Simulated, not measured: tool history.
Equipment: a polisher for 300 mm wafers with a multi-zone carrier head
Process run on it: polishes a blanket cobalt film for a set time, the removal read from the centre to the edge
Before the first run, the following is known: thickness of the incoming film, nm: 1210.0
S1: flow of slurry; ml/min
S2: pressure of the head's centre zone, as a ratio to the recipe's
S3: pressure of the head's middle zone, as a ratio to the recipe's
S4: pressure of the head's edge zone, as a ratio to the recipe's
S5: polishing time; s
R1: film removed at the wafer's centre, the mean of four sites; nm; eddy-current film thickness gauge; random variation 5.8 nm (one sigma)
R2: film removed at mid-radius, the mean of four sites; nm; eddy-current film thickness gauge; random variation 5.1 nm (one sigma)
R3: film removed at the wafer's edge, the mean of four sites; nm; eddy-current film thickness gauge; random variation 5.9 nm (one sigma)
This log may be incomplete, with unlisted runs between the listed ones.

| run | hour | S1 | S2 | S3 | S4 | S5 | R1 | R2 | R3 |
|---|---|---|---|---|---|---|---|---|---|
| 1 | 0.0 | 245 | 1.00 | 1.00 | 1.00 | 68 | 454.94 | 433.20 | 441.95 |
| 2 | 1.0 | 185 | 1.00 | 1.00 | 1.00 | 68 | 431.31 | 418.45 | 437.98 |
| 3 | 8.3 | 185 | 1.00 | 1.05 | 1.00 | 68 | 436.53 | 432.84 | 433.05 |
| 4 | 16.1 | 185 | 1.00 | 1.05 | 1.07 | 68 | 428.51 | 438.70 | 451.15 |
| 5 | 19.9 | 185 | 1.00 | 1.05 | 1.07 | 59 | 378.29 | 378.45 | 386.87 |
| 6 | 28.9 | 185 | 1.00 | 1.05 | 1.07 | 66 | 421.42 | 426.55 | 438.55 |
| 7 | 32.9 | 195 | 1.03 | 1.07 | 1.10 | 72 | 484.24 | 475.81 | 486.13 |
| 8 | 33.5 | 205 | 1.04 | 1.09 | 1.12 | 76 | 515.44 | 516.09 | 518.31 |
| 9 | 40.3 | 215 | 1.05 | 1.10 | 1.14 | 79 | 550.41 | 539.05 | 549.62 |

What will run 10 give?
| 10 | 41.4 | 225 | 1.06 | 1.12 | 1.15 | 81 | ? | ? | ? |

R1: 565.59 nm
R2: 557.21 nm
R3: 570.63 nm
